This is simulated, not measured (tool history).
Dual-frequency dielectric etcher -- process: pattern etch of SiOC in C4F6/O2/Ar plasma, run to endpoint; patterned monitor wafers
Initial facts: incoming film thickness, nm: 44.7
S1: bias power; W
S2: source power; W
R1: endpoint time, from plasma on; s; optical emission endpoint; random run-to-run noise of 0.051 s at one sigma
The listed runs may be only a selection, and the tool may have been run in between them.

Run 1, hour 0: S1 573 W, S2 300 W. Result: R1 17.083 s.
Run 2, hour 0.8: S1 573 W, S2 260 W. Result: R1 17.661 s.
Run 3, hour 5.5: S1 646 W, S2 280 W. Result: R1 16.544 s.
Run 4, hour 9.5: S1 695 W, S2 290 W. Result: R1 16.02 s.
At hour 18.3: wet clean of the chamber.
Run 5, hour 18.3: S1 729 W, S2 300 W. Result: R1 15.105 s.
Run 6, hour 25.6: S1 729 W, S2 260 W. Result: R1 15.796 s.
Run 7, hour 33: S1 753 W, S2 270 W. Result: R1 15.403 s.
Run 8, hour 36.1: S1 769 W, S2 280 W. Result: R1 15.218 s.
Run 9, hour 43.6: S1 780 W, S2 290 W. Result: R1 14.964 s.

Run 10 is up next; what results do you expect?
Run 10, hour 47.7: S1 787 W, S2 290 W. Result: R1 ?.

Run 10 produced R1 14.949 s.
